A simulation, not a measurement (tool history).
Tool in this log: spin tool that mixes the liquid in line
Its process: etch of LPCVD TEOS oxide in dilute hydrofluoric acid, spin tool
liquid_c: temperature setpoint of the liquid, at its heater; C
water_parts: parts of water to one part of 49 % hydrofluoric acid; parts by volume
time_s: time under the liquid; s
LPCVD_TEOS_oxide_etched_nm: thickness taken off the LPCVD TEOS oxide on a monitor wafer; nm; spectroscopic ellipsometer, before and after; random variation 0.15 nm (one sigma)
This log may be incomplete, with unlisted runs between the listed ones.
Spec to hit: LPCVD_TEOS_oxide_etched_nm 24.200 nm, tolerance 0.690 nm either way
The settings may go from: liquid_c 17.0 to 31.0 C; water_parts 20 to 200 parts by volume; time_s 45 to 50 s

run 1 hour=0.0 | liquid_c=23.0 water_parts=110 time_s=45 | LPCVD_TEOS_oxide_etched_nm=13.348
run 2 hour=8.6 | liquid_c=21.5 water_parts=110 time_s=45 | LPCVD_TEOS_oxide_etched_nm=12.463
run 3 hour=16.1 | liquid_c=24.5 water_parts=100 time_s=45 | LPCVD_TEOS_oxide_etched_nm=15.639
run 4 hour=21.2 | liquid_c=22.0 water_parts=100 time_s=45 | LPCVD_TEOS_oxide_etched_nm=14.182
run 5 hour=27.8 | liquid_c=20.0 water_parts=100 time_s=45 | LPCVD_TEOS_oxide_etched_nm=13.077
run 6 hour=34.0 | liquid_c=23.5 water_parts=95 time_s=45 | LPCVD_TEOS_oxide_etched_nm=15.810
run 7 hour=39.8 | liquid_c=26.0 water_parts=90 time_s=45 | LPCVD_TEOS_oxide_etched_nm=18.758
run 8 hour=45.7 | liquid_c=27.5 water_parts=90 time_s=45 | LPCVD_TEOS_oxide_etched_nm=19.583
run 9 hour=46.8 | liquid_c=28.5 water_parts=85 time_s=45 | LPCVD_TEOS_oxide_etched_nm=21.892
run 10 hour=50.0 | liquid_c=29.0 water_parts=85 time_s=45 | LPCVD_TEOS_oxide_etched_nm=22.571
-- hour=58.9 thermometer replaced
run 11 hour=58.9 | liquid_c=29.5 water_parts=85 time_s=45 | LPCVD_TEOS_oxide_etched_nm=21.069
run 12 hour=66.5 | liquid_c=30.0 water_parts=80 time_s=45 | LPCVD_TEOS_oxide_etched_nm=22.821
run 13 hour=70.3 | liquid_c=30.5 water_parts=80 time_s=45 | LPCVD_TEOS_oxide_etched_nm=23.239
run 14 hour=75.8 | liquid_c=31.0 water_parts=75 time_s=45 | LPCVD_TEOS_oxide_etched_nm=25.921

Pick the move, out of 4, that brings all results within their allowed miss; only one does.
run A hour=81.3 | liquid_c=31.0 water_parts=80 time_s=50 | LPCVD_TEOS_oxide_etched_nm=?
run B hour=81.3 | liquid_c=27.5 water_parts=80 time_s=50 | LPCVD_TEOS_oxide_etched_nm=?
run C hour=81.3 | liquid_c=29.0 water_parts=70 time_s=45 | LPCVD_TEOS_oxide_etched_nm=?
run D hour=81.3 | liquid_c=28.5 water_parts=80 time_s=50 | LPCVD_TEOS_oxide_etched_nm=?

move=A LPCVD_TEOS_oxide_etched_nm=26.378
move=B LPCVD_TEOS_oxide_etched_nm=23.060
move=C LPCVD_TEOS_oxide_etched_nm=25.503
move=D LPCVD_TEOS_oxide_etched_nm=23.973
A: the biggest miss grows against the last run
B: carries the result that was furthest off beyond its target, to the other side
C: nearer than the last run, and not there yet
D: hits every target within its allowed miss
Move D is the one to make.
